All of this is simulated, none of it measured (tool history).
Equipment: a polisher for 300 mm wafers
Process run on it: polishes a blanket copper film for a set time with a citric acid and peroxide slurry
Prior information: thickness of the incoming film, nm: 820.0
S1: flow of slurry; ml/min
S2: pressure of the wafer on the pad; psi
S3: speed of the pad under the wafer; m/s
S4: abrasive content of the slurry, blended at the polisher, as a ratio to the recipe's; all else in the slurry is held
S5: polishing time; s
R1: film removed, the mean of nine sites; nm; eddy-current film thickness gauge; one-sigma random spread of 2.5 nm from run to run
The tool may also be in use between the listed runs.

{"run": 1, "hour": 0.0, "S1": 200, "S2": 3.6, "S3": 1.3, "S4": 1.0, "S5": 51, "R1": 163.98}
{"run": 2, "hour": 7.1, "S1": 200, "S2": 3.8, "S3": 1.3, "S4": 1.0, "S5": 51, "R1": 174.93}
{"run": 3, "hour": 14.6, "S1": 200, "S2": 4.0, "S3": 1.3, "S4": 1.0, "S5": 51, "R1": 180.6}
{"run": 4, "hour": 16.0, "S1": 200, "S2": 4.0, "S3": 1.3, "S4": 1.0, "S5": 51, "R1": 183.58}
{"run": 5, "hour": 21.4, "S1": 200, "S2": 4.2, "S3": 1.3, "S4": 1.0, "S5": 51, "R1": 194.55}
{"run": 6, "hour": 27.7, "S1": 200, "S2": 4.7, "S3": 1.3, "S4": 1.0, "S5": 51, "R1": 212.85}
{"run": 7, "hour": 36.6, "S1": 200, "S2": 4.8, "S3": 1.3, "S4": 1.0, "S5": 51, "R1": 219.91}
{"run": 8, "hour": 41.0, "S1": 200, "S2": 4.9, "S3": 1.3, "S4": 1.0, "S5": 51, "R1": 223.73}
{"run": 9, "hour": 48.5, "S1": 200, "S2": 5.0, "S3": 1.3, "S4": 1.0, "S5": 51, "R1": 228.32}
{"run": 10, "hour": 51.4, "S1": 200, "S2": 5.1, "S3": 1.3, "S4": 1.0, "S5": 51, "R1": 236.95}

Run 11, settings as shown, results not yet in. Your forecast:
{"run": 11, "hour": 56.2, "S1": 200, "S2": 5.2, "S3": 1.3, "S4": 1.0, "S5": 51, "R1": "?"}

R1: 235.20 nm
